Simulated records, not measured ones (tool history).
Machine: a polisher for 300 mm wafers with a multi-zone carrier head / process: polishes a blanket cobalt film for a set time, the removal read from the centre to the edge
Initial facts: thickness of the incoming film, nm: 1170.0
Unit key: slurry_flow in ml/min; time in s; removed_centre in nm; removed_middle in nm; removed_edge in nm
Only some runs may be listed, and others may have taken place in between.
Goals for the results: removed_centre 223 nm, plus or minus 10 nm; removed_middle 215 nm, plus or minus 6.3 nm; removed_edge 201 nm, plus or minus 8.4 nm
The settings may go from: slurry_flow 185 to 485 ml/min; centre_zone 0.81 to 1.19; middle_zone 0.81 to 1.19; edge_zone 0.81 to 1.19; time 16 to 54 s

run,hour,slurry_flow,centre_zone,middle_zone,edge_zone,time,removed_centre,removed_middle,removed_edge
1,0,310,1,1,1,35,245.73,235.96,237.67
2,3.7,310,1,1,0.97,34,233.73,230.71,230.03
3,4.9,310,1.02,1,0.95,33,231.44,222.71,222.95
4,10.9,310,1.02,0.94,0.95,33,227.28,210.53,225.32
5,18,310,0.97,0.94,0.95,33,218.61,213.83,221.03
6,19,315,0.99,0.96,0.93,32,215.74,213.15,210.67
7,27.2,320,1,0.96,0.92,32,215.36,207.57,213.26
8,33.7,315,1.02,0.99,0.9,32,223.61,214.99,211.33

Which one of the following 5 next-run settings gets every result inside its allowed miss? There is exactly one.
A,40.2,300,0.88,0.85,0.96,33,?,?,?
B,40.2,345,0.95,0.95,0.92,30,?,?,?
C,40.2,350,1.1,0.99,0.99,29,?,?,?
D,40.2,290,0.88,0.88,0.94,33,?,?,?
E,40.2,330,1.04,1.02,0.87,31,?,?,?

move,removed_centre,removed_middle,removed_edge
A,195.53,194.03,220.82
B,195.11,196.08,198.6
C,219,196.3,198.84
D,194.78,198.93,217.94
E,219.96,214.13,199.22
A: moves away from the targets compared with the last run
B: the worst result of the last run now meets its target, but another is out of spec
C: the worst result of the last run now meets its target, but another is out of spec
D: moves away from the targets compared with the last run
E: in spec on every target
Answer: E

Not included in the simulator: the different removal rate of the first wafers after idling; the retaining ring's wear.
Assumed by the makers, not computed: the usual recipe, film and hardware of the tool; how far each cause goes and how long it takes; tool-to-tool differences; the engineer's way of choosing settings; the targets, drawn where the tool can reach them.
